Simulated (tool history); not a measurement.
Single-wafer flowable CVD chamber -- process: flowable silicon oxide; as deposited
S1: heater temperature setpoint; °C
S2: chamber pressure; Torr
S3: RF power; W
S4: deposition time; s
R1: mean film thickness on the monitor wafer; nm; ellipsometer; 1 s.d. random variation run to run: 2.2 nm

run,hour,S1,S2,S3,S4,R1
1,0.0,90,0.845,2355,771,733.97
2,6.4,93,0.845,2355,771,663.20
3,9.0,93,0.845,2355,771,652.19
4,17.9,93,0.750,2355,771,588.24
5,26.0,95,0.750,2355,771,547.31
6,28.2,91,0.750,2355,771,631.12
7,29.9,93,0.750,2355,771,583.22
8,32.3,95,0.750,2355,771,539.50
9,37.1,96,0.750,2355,771,522.70

What will run 10 give?
10,41.9,97,0.750,2355,771,?

Run 10 measured R1 508.56 nm.

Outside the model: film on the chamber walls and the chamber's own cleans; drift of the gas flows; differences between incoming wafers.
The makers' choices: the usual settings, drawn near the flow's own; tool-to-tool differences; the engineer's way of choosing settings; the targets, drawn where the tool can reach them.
